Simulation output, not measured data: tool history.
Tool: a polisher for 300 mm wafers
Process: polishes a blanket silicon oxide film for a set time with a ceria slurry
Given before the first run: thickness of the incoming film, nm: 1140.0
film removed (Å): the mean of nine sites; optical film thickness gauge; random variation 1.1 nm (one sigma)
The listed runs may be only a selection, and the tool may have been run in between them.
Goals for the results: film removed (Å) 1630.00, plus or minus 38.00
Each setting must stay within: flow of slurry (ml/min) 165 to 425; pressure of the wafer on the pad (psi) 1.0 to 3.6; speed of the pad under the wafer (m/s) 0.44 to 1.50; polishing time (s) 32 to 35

run  hour  flow of slurry (ml/min)  pressure of the wafer on the pad (psi)  speed of the pad under the wafer (m/s)  polishing time (s)  film removed (Å)
  1   0.0                      275                                     2.3                                    0.96                  35            911.43
  2   5.3                      280                                     2.7                                    0.96                  35           1010.10
  3   7.6                      280                                     3.0                                    1.02                  35           1144.70
  4   8.8                      285                                     3.2                                    1.10                  35           1289.50
  5  12.7                      285                                     2.7                                    1.10                  35           1146.80
  6  19.7                      245                                     2.7                                    1.10                  35           1137.80
  7  26.2                      245                                     3.0                                    1.14                  35           1249.90
  8  32.7                      275                                     3.6                                    1.26                  35           1590.50

4 next moves are on the table. One of them brings every result within its allowed miss. Which?
  A  39.2                      200                                     3.5                                    1.40                  32                 ?
  B  39.2                      260                                     3.6                                    1.28                  34                 ?
  C  39.2                      220                                     3.5                                    1.38                  32                 ?
  D  39.2                      220                                     3.6                                    1.38                  34                 ?

move  film removed (Å)
   A           1515.60
   B           1558.60
   C           1514.80
   D           1641.50
A: the biggest miss grows against the last run
B: the biggest miss grows against the last run
C: the biggest miss grows against the last run
D: every result lands within tolerance
Move D is the one to make.
